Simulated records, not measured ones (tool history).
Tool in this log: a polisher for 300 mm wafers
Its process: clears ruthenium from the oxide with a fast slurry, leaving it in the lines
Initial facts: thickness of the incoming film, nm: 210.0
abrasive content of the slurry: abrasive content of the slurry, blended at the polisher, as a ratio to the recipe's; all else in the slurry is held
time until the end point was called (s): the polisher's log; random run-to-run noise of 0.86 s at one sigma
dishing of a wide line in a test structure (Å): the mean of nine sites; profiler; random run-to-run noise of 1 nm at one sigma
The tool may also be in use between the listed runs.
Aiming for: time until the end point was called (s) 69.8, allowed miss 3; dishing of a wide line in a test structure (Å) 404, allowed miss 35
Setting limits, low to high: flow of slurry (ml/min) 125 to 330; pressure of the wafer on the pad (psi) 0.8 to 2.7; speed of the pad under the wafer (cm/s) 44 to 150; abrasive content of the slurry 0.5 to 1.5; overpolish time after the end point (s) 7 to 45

run	hour	flow of slurry (ml/min)	pressure of the wafer on the pad (psi)	speed of the pad under the wafer (cm/s)	abrasive content of the slurry	overpolish time after the end point (s)	time until the end point was called (s)	dishing of a wide line in a test structure (Å)
1	0	210	1.7	96	1	23	88.82	403.27
2	4.1	210	1.7	106	1	23	82.939	437.84
3	12.6	210	1.7	106	0.8	23	93.965	423.01
4	17.7	210	1.7	106	0.95	23	85.712	445.76
5	20.7	210	1.7	88	0.95	23	95.605	403.11
6	26.5	210	1.8	88	0.95	22	90.382	397.05
7	27.1	210	1.9	88	0.95	21	85.228	398.36
8	33.1	215	2.3	88	0.95	16	75.486	363.59

Pick the move, out of 4, that brings all results within their allowed miss; only one does.
A	39.1	215	2.6	90	0.85	18	?	?
B	39.1	190	1.9	106	1.05	18	?	?
C	39.1	240	2.2	88	0.85	20	?	?
D	39.1	225	2.3	90	0.8	20	?	?

move	time until the end point was called (s)	dishing of a wide line in a test structure (Å)
A	70.209	417.27
B	74.842	395.11
C	80.76	405.13
D	80.351	406.89
A: every result within its allowed miss
B: nearer the targets than the last run, but a result is still out of spec
C: further off than the last run
D: further off than the last run
Go with A: it meets all targets.
